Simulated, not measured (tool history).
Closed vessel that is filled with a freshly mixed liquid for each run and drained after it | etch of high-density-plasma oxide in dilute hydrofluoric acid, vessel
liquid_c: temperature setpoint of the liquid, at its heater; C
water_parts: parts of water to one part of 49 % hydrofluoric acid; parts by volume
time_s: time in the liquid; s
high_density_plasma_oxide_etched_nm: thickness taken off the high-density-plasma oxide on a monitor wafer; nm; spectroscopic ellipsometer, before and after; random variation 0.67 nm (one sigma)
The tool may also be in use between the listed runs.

run  hour  liquid_c  water_parts  time_s  high_density_plasma_oxide_etched_nm
  1   0.0      24.0           60     685                               93.308
  2   6.4      22.5           60     685                               87.875
  3  15.2      21.5           60     685                               82.944
  4  23.8      21.5           40     685                              128.410
  5  32.0      20.5           45     685                              107.000
  6  40.8      19.5           45     685                              104.100
  7  43.1      19.0           50     685                               90.970
  8  45.0      18.5           50     685                               89.211
  9  48.9      18.0           50     685                               87.924
 10  51.3      17.0           60     685                               68.874

Forecast run 11:
 11  52.9      17.5           60     685                                    ?

Run 11 gave high_density_plasma_oxide_etched_nm 70.051 nm.

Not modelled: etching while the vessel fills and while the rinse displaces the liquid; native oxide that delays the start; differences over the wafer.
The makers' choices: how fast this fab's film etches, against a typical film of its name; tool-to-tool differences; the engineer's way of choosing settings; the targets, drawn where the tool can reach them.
